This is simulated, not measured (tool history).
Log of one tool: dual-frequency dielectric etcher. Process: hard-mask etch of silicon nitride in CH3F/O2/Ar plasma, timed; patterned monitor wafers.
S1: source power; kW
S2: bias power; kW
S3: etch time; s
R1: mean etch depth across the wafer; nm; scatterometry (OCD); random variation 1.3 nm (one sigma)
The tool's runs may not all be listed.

run 1 hour=0 | S1=0.47 S2=0.075 S3=283 | R1=223.28
run 2 hour=4.6 | S1=0.38 S2=0.075 S3=283 | R1=203.36
run 3 hour=9.1 | S1=0.38 S2=0.085 S3=283 | R1=214.81
run 4 hour=10.8 | S1=0.42 S2=0.085 S3=283 | R1=222.63
run 5 hour=19.4 | S1=0.4 S2=0.083 S3=283 | R1=215.55
run 6 hour=23.3 | S1=0.4 S2=0.096 S3=283 | R1=227.04
run 7 hour=25.5 | S1=0.38 S2=0.092 S3=283 | R1=219.13
run 8 hour=28.8 | S1=0.37 S2=0.089 S3=283 | R1=212.47
-- hour=31 source power generator calibrated
run 9 hour=31 | S1=0.36 S2=0.087 S3=283 | R1=206.91

Forecast run 10:
run 10 hour=34.4 | S1=0.35 S2=0.086 S3=283 | R1=?

R1: 204.75 nm

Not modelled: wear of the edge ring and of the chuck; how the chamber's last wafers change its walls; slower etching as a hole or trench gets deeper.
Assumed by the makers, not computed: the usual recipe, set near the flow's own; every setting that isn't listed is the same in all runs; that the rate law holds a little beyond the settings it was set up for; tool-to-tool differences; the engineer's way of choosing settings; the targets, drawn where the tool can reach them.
